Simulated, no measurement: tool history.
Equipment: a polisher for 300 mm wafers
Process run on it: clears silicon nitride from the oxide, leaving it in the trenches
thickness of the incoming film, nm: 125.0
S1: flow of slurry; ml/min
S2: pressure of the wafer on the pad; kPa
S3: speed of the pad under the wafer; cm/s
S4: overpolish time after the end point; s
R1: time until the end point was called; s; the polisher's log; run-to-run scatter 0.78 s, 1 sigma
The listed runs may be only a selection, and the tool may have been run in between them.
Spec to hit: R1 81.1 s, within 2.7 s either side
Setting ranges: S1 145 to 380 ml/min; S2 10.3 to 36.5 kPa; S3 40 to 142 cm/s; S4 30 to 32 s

run,hour,S1,S2,S3,S4,R1
1,0,245,23.4,90,30,129.25
2,2.4,245,25.5,90,30,119.84
3,4.4,245,26.9,90,30,115.03
4,11.6,245,28.3,90,30,110.23
5,20.4,245,28.3,74,30,128.46
6,24.6,245,29.6,76,30,119.97
7,31,255,36.5,88,30,90.212
8,36.7,255,36.5,90,30,86.072
9,43.4,255,36.5,90,30,85.682
10,44.3,255,36.5,94,30,82.906

Below are 5 possible settings for the next run. Only one of them brings all results inside the allowed miss of their targets. Which is it?
A,45.2,240,33.8,98,32,?
B,45.2,250,33.1,100,32,?
C,45.2,275,35.2,112,32,?
D,45.2,260,29.6,120,32,?
E,45.2,235,35.2,96,32,?

move,R1
A,86.644
B,86.47
C,73.666
D,81.29
E,85.183
A: moves away from the targets compared with the last run
B: moves away from the targets compared with the last run
C: the result that was furthest off in the last run now lies on the other side of its target
D: every result lands within tolerance
E: moves away from the targets compared with the last run
D meets every target.
